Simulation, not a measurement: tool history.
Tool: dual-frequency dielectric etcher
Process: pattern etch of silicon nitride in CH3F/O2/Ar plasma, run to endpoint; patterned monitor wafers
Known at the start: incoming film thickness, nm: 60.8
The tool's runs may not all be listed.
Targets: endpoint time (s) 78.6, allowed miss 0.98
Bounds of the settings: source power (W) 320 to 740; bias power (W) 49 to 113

{"run": 1, "hour": 0.0, "source power (W)": 530, "bias power (W)": 81, "endpoint time (s)": 70.981}
{"run": 2, "hour": 3.0, "source power (W)": 500, "bias power (W)": 81, "endpoint time (s)": 73.299}
{"run": 3, "hour": 6.6, "source power (W)": 480, "bias power (W)": 81, "endpoint time (s)": 75.752}
{"run": 4, "hour": 13.9, "source power (W)": 470, "bias power (W)": 81, "endpoint time (s)": 75.59}
{"run": 5, "hour": 15.5, "source power (W)": 460, "bias power (W)": 81, "endpoint time (s)": 76.912}
{"run": 6, "hour": 17.0, "source power (W)": 460, "bias power (W)": 94, "endpoint time (s)": 73.047}
{"run": 7, "hour": 20.2, "source power (W)": 360, "bias power (W)": 92, "endpoint time (s)": 85.112}
{"run": 8, "hour": 24.2, "source power (W)": 370, "bias power (W)": 92, "endpoint time (s)": 83.26}
{"run": 9, "hour": 30.2, "source power (W)": 380, "bias power (W)": 92, "endpoint time (s)": 82.39}
{"run": 10, "hour": 39.0, "source power (W)": 390, "bias power (W)": 92, "endpoint time (s)": 80.196}
{"run": 11, "hour": 44.3, "source power (W)": 400, "bias power (W)": 92, "endpoint time (s)": 79.607}

Which of these 4 next moves meets every target?
{"run": "A", "hour": 49.6, "source power (W)": 390, "bias power (W)": 101, "endpoint time (s)": "?"}
{"run": "B", "hour": 49.6, "source power (W)": 400, "bias power (W)": 82, "endpoint time (s)": "?"}
{"run": "C", "hour": 49.6, "source power (W)": 390, "bias power (W)": 89, "endpoint time (s)": "?"}
{"run": "D", "hour": 49.6, "source power (W)": 370, "bias power (W)": 98, "endpoint time (s)": "?"}

move=A endpoint_time_(s)=78.312
move=B endpoint_time_(s)=83.228
move=C endpoint_time_(s)=82.055
move=D endpoint_time_(s)=81.821
A: meets every target
B: further off than the last run
C: further off than the last run
D: further off than the last run
Answer: A

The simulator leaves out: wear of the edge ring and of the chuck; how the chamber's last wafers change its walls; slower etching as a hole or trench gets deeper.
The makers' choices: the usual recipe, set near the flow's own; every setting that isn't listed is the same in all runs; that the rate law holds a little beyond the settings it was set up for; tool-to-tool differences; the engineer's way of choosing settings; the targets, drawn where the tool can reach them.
